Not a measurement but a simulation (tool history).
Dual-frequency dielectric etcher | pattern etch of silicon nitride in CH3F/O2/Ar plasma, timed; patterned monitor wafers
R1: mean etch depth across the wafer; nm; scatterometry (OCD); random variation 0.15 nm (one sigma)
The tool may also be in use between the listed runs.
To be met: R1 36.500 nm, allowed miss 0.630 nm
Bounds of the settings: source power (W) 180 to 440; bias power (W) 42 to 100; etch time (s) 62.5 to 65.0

{"run": 1, "hour": 0.0, "source power (W)": 310, "bias power (W)": 71, "etch time (s)": 62.5, "R1": 41.075}
{"run": 2, "hour": 5.6, "source power (W)": 310, "bias power (W)": 83, "etch time (s)": 62.5, "R1": 43.224}
{"run": 3, "hour": 13.9, "source power (W)": 310, "bias power (W)": 91, "etch time (s)": 62.5, "R1": 44.801}
{"run": 4, "hour": 18.5, "source power (W)": 280, "bias power (W)": 88, "etch time (s)": 62.5, "R1": 42.112}
{"run": 5, "hour": 26.0, "source power (W)": 230, "bias power (W)": 88, "etch time (s)": 62.5, "R1": 39.52}
{"run": 6, "hour": 30.6, "source power (W)": 220, "bias power (W)": 87, "etch time (s)": 62.5, "R1": 38.602}
{"run": 7, "hour": 36.8, "source power (W)": 220, "bias power (W)": 87, "etch time (s)": 62.5, "R1": 38.577}
{"run": 8, "hour": 44.5, "source power (W)": 210, "bias power (W)": 87, "etch time (s)": 62.5, "R1": 37.642}

Which of these 4 next moves meets every target?
{"run": "A", "hour": 52.2, "source power (W)": 200, "bias power (W)": 93, "etch time (s)": 65.0, "R1": "?"}
{"run": "B", "hour": 52.2, "source power (W)": 210, "bias power (W)": 79, "etch time (s)": 63.0, "R1": "?"}
{"run": "C", "hour": 52.2, "source power (W)": 210, "bias power (W)": 84, "etch time (s)": 64.0, "R1": "?"}
{"run": "D", "hour": 52.2, "source power (W)": 230, "bias power (W)": 92, "etch time (s)": 62.5, "R1": "?"}

move=A R1=39.277
move=B R1=36.556
move=C R1=37.987
move=D R1=39.845
A: further off than the last run
B: meets every target
C: further off than the last run
D: further off than the last run
Answer: B
